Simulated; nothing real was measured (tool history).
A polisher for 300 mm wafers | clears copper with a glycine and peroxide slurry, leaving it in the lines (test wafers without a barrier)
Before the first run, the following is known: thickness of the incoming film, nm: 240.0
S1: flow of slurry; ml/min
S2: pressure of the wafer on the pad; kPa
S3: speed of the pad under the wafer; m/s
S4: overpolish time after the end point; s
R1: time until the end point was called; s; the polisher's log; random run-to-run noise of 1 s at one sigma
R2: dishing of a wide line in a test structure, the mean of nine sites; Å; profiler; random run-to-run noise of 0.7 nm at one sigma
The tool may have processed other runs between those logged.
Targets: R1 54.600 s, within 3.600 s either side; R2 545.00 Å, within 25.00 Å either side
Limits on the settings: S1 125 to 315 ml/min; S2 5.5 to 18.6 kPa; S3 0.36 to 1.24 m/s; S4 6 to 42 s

run,hour,S1,S2,S3,S4,R1,R2
1,0.0,205,11.7,0.80,21,75.324,397.86
2,1.4,205,11.7,0.80,25,76.685,451.37
3,4.5,155,11.7,0.80,25,76.055,433.68
4,10.0,160,13.1,0.82,24,69.801,462.21
5,15.0,160,11.0,0.82,24,81.080,428.78
6,22.0,125,11.0,0.82,24,82.280,403.76
7,30.3,135,13.1,0.84,24,70.777,467.55
8,35.4,140,14.5,0.84,23,65.968,479.70
9,43.9,140,14.5,0.84,23,67.385,472.15
10,46.7,150,15.9,0.84,22,61.648,490.82

Which of these 5 next moves meets every target?
A,49.5,185,17.9,1.00,19,?,?
B,49.5,130,15.9,1.02,22,?,?
C,49.5,165,17.2,1.04,22,?,?
D,49.5,200,16.5,1.02,20,?,?
E,49.5,155,17.2,0.88,18,?,?

move,R1,R2
A,46.735,544.43
B,53.092,548.07
C,47.373,598.45
D,48.645,546.21
E,54.582,463.69
A: gets the furthest-off result to its target, but another result is out of tolerance
B: in spec on every target
C: takes the biggest miss from the last run beyond its target
D: gets the furthest-off result to its target, but another result is out of tolerance
E: the biggest miss grows against the last run
Answer: B
